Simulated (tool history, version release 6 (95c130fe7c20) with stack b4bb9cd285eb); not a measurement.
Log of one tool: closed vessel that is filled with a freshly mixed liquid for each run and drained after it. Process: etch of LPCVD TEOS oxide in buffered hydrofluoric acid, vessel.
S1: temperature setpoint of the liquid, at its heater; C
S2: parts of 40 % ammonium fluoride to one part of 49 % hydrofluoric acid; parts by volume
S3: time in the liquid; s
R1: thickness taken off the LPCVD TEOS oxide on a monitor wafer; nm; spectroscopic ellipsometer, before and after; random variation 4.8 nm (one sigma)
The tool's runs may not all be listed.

{"run": 1, "hour": 0.0, "S1": 22, "S2": 7.5, "S3": 95, "R1": 333.29}
{"run": 2, "hour": 4.2, "S1": 22, "S2": 7.5, "S3": 100, "R1": 356.14}
{"run": 3, "hour": 5.4, "S1": 22, "S2": 7.5, "S3": 100, "R1": 355.53}
{"run": 4, "hour": 10.7, "S1": 23.5, "S2": 7.5, "S3": 100, "R1": 384.13}
{"run": 5, "hour": 18.1, "S1": 24.5, "S2": 7.5, "S3": 100, "R1": 401.3}
{"run": 6, "hour": 20.6, "S1": 25.5, "S2": 7.5, "S3": 100, "R1": 432.35}
{"run": 7, "hour": 22.8, "S1": 26, "S2": 7.5, "S3": 100, "R1": 439.1}

Forecast run 8:
{"hour": 30.3, "done": "thermometer replaced"}
{"run": 8, "hour": 30.3, "S1": 26.5, "S2": 7.5, "S3": 100, "R1": "?"}

Run 8 gave R1 500.32 nm.
